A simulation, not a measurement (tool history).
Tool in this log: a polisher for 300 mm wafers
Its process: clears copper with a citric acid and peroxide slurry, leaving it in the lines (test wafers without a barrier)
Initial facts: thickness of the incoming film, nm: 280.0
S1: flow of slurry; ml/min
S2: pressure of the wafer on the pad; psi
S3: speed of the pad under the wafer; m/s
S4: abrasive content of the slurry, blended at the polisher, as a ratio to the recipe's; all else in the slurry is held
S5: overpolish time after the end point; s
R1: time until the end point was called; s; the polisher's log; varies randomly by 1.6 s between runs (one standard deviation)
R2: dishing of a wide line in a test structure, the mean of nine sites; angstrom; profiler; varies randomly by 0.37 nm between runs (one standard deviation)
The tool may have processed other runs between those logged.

| run | hour | S1 | S2 | S3 | S4 | S5 | R1 | R2 |
|---|---|---|---|---|---|---|---|---|
| 1 | 0.0 | 215 | 3.3 | 1.20 | 1.0 | 28 | 92.507 | 575.79 |
| 2 | 7.6 | 215 | 3.0 | 1.20 | 1.0 | 24 | 101.680 | 472.29 |
| 3 | 8.3 | 215 | 2.8 | 1.20 | 1.0 | 21 | 109.760 | 396.68 |
| 4 | 9.7 | 215 | 2.8 | 1.20 | 0.8 | 21 | 114.590 | 386.86 |
| 5 | 17.1 | 215 | 2.7 | 1.20 | 0.8 | 19 | 116.710 | 328.53 |
| 6 | 22.8 | 215 | 2.6 | 1.20 | 0.8 | 18 | 125.430 | 304.60 |

Run 7 comes next. What will it give?
| 7 | 25.8 | 215 | 2.5 | 1.20 | 0.8 | 17 | ? | ? |

R1: 129.590 s
R2: 279.78 angstrom

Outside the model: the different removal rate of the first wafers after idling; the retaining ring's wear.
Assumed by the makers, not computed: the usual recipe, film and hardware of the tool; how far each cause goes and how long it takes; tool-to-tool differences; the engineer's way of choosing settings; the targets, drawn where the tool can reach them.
